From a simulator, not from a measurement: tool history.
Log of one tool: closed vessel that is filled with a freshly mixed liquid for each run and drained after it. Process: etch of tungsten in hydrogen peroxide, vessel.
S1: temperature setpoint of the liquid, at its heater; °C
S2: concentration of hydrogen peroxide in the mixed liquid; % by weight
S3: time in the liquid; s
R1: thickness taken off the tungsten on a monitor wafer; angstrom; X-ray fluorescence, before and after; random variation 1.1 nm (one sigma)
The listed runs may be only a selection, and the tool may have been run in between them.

run,hour,S1,S2,S3,R1
1,0.0,46.0,24.5,100,747.61
2,7.2,46.0,24.5,100,767.39
3,9.2,47.0,24.5,100,815.14
4,17.0,41.0,24.5,100,539.73
# hour 19.2: new drum of peroxide connected
5,19.2,44.0,24.5,100,689.54
6,27.0,45.5,24.5,100,746.61

Run 7 is up next; what results do you expect?
7,32.2,46.5,24.5,100,?

{"run 7": {"R1": 781.0}}
